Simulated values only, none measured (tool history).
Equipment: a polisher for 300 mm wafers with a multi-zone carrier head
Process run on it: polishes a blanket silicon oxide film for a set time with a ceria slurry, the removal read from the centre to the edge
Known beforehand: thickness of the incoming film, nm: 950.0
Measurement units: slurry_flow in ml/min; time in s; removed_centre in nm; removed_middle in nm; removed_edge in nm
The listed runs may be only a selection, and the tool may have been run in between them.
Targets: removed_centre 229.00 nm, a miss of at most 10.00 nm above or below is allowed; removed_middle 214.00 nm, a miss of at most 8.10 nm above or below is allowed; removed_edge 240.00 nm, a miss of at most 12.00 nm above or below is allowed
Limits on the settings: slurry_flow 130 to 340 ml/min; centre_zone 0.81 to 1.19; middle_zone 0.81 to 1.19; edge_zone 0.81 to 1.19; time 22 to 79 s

{"run": 1, "hour": 0.0, "slurry_flow": 220, "centre_zone": 1.0, "middle_zone": 1.0, "edge_zone": 1.0, "time": 50, "removed_centre": 336.4, "removed_middle": 318.53, "removed_edge": 317.46}
{"run": 2, "hour": 5.9, "slurry_flow": 215, "centre_zone": 0.98, "middle_zone": 0.98, "edge_zone": 0.99, "time": 48, "removed_centre": 322.24, "removed_middle": 296.81, "removed_edge": 306.17}
{"run": 3, "hour": 10.3, "slurry_flow": 180, "centre_zone": 0.98, "middle_zone": 0.98, "edge_zone": 0.99, "time": 48, "removed_centre": 311.96, "removed_middle": 289.65, "removed_edge": 296.43}
{"run": 4, "hour": 15.7, "slurry_flow": 180, "centre_zone": 0.98, "middle_zone": 0.9, "edge_zone": 0.99, "time": 48, "removed_centre": 305.35, "removed_middle": 265.5, "removed_edge": 302.15}
{"run": 5, "hour": 24.5, "slurry_flow": 175, "centre_zone": 0.97, "middle_zone": 0.9, "edge_zone": 0.98, "time": 47, "removed_centre": 303.47, "removed_middle": 262.15, "removed_edge": 289.29}
{"run": 6, "hour": 25.8, "slurry_flow": 170, "centre_zone": 0.95, "middle_zone": 0.9, "edge_zone": 0.98, "time": 46, "removed_centre": 291.01, "removed_middle": 251.99, "removed_edge": 287.68}
{"run": 7, "hour": 34.7, "slurry_flow": 170, "centre_zone": 0.94, "middle_zone": 0.91, "edge_zone": 0.98, "time": 45, "removed_centre": 278.59, "removed_middle": 251.63, "removed_edge": 278.03}
{"run": 8, "hour": 38.5, "slurry_flow": 170, "centre_zone": 0.93, "middle_zone": 0.9, "edge_zone": 0.97, "time": 44, "removed_centre": 268.71, "removed_middle": 240.11, "removed_edge": 273.08}
{"run": 9, "hour": 46.8, "slurry_flow": 165, "centre_zone": 0.87, "middle_zone": 0.91, "edge_zone": 0.89, "time": 38, "removed_centre": 222.39, "removed_middle": 211.31, "removed_edge": 219.38}

Next run, 4 choices. One meets every target within its allowed miss, the rest don't. Which?
{"run": "A", "hour": 55.1, "slurry_flow": 130, "centre_zone": 0.82, "middle_zone": 0.92, "edge_zone": 1.02, "time": 43, "removed_centre": "?", "removed_middle": "?", "removed_edge": "?"}
{"run": "B", "hour": 55.1, "slurry_flow": 130, "centre_zone": 0.83, "middle_zone": 0.85, "edge_zone": 1.08, "time": 43, "removed_centre": "?", "removed_middle": "?", "removed_edge": "?"}
{"run": "C", "hour": 55.1, "slurry_flow": 165, "centre_zone": 0.83, "middle_zone": 0.95, "edge_zone": 0.9, "time": 41, "removed_centre": "?", "removed_middle": "?", "removed_edge": "?"}
{"run": "D", "hour": 55.1, "slurry_flow": 160, "centre_zone": 0.83, "middle_zone": 0.86, "edge_zone": 0.86, "time": 41, "removed_centre": "?", "removed_middle": "?", "removed_edge": "?"}

move=A removed_centre=230.91 removed_middle=232.55 removed_edge=267.84
move=B removed_centre=232.82 removed_middle=217.79 removed_edge=274.21
move=C removed_centre=231.74 removed_middle=236.45 removed_edge=250.26
move=D removed_centre=230.42 removed_middle=216.73 removed_edge=245.73
A: moves the result that the last run missed by most past its target, out the other side
B: moves the result that the last run missed by most past its target, out the other side
C: corrects the largest miss of the last run, while another result sits out of spec
D: hits every target within its allowed miss
The move that meets every target is D.
